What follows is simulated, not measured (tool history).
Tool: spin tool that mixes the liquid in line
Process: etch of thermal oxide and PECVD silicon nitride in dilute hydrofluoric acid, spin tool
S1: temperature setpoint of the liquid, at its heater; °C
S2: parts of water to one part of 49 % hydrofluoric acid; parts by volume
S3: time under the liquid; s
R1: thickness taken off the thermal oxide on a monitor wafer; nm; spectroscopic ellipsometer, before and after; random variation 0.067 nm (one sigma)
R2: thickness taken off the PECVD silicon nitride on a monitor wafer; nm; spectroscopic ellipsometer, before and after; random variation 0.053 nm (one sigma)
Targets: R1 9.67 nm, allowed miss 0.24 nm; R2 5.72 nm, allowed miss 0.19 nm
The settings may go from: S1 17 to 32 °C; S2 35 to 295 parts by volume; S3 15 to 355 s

run    day  S1   S2   S3      R1      R2
  1      0  24  165  180  4.5349  3.2213
  2  0.108  24  150  175   4.965  3.4396
  3  0.262  24  135  170   5.499  3.6328
  4  0.367  24  135  110  3.5707  2.3242
  5  0.667  24  135  140   4.542  2.9654
  6  0.988  24  135  200   6.416  4.3265
  7  1.046  24  125  195  6.8854  4.4551
  8  1.217  24  120  190  7.0427  4.5054
  9  1.504  24  115  190  7.2187  4.7064
 10  1.625  24  115  190   7.394  4.8181
 11  1.846  24  110  190   7.747  4.9899
 12  1.875  24  105  190  8.1281  5.2723
 13  2.204  24  100  190  8.6108  5.4974
 14  2.392  24   95  190   9.068  5.7661

Which of these 5 next moves meets every target?
  A  2.579  23.5   95  195   ?   ?
  B  2.579  26.5  135  235   ?   ?
  C  2.579    22   85  195   ?   ?
  D  2.579  27.5  125  200   ?   ?
  E  2.579    26  155  280   ?   ?

move      R1      R2
   A  9.2976  5.7023
   B  8.4337   5.894
   C  9.9003  5.7541
   D  8.1513   5.772
   E  8.3838  5.9272
A: nearer than the last run, and not there yet
B: further off than the last run
C: meets every target
D: further off than the last run
E: further off than the last run
Answer: C
